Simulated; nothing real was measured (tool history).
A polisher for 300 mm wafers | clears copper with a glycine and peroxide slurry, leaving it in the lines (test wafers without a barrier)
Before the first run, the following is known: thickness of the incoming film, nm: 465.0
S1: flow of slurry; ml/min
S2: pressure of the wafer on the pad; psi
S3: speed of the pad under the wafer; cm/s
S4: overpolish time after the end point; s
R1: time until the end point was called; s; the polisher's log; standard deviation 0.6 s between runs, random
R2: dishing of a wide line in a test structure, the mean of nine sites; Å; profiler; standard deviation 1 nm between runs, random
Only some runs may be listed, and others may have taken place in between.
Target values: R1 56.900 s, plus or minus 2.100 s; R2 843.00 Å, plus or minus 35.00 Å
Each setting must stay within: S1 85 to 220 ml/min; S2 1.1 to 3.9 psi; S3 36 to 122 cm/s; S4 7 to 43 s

| run | hour | S1 | S2 | S3 | S4 | R1 | R2 |
|---|---|---|---|---|---|---|---|
| 1 | 0.0 | 140 | 2.5 | 78 | 22 | 96.802 | 651.88 |
| 2 | 4.5 | 140 | 2.5 | 78 | 18 | 95.304 | 546.13 |
| 3 | 6.7 | 140 | 1.9 | 78 | 18 | 116.570 | 453.60 |
| 4 | 14.4 | 140 | 1.7 | 78 | 18 | 129.490 | 419.38 |
| 5 | 15.6 | 140 | 1.7 | 78 | 21 | 130.210 | 481.18 |
| 6 | 19.1 | 140 | 1.7 | 68 | 21 | 139.880 | 455.84 |
| 7 | 20.6 | 145 | 1.9 | 68 | 21 | 126.800 | 496.65 |
| 8 | 22.6 | 150 | 2.1 | 68 | 21 | 114.980 | 525.51 |
|  | 26.6 | worn pad replaced by a new one |
| 9 | 26.6 | 155 | 2.2 | 68 | 21 | 101.150 | 595.58 |
| 10 | 28.8 | 160 | 2.2 | 68 | 21 | 100.470 | 591.68 |
| 11 | 35.3 | 165 | 2.2 | 68 | 21 | 102.730 | 604.00 |
| 12 | 39.3 | 170 | 2.3 | 68 | 20 | 96.940 | 596.99 |
| 13 | 41.4 | 205 | 3.0 | 70 | 19 | 75.152 | 691.83 |
| 14 | 47.0 | 205 | 3.1 | 70 | 19 | 74.053 | 716.27 |

Which one of the following 4 next-run settings gets every result inside its allowed miss? There is exactly one.
| A | 52.6 | 205 | 2.5 | 76 | 16 | ? | ? |
| B | 52.6 | 170 | 3.4 | 72 | 15 | ? | ? |
| C | 52.6 | 190 | 2.5 | 46 | 30 | ? | ? |
| D | 52.6 | 220 | 3.9 | 78 | 18 | ? | ? |

| move | R1 | R2 |
|---|---|---|
| A | 83.958 | 556.60 |
| B | 69.703 | 620.90 |
| C | 106.420 | 774.33 |
| D | 57.428 | 836.80 |
A: the biggest miss grows against the last run
B: nearer than the last run, and not there yet
C: the biggest miss grows against the last run
D: all results land within tolerance of their targets
The right move is D.
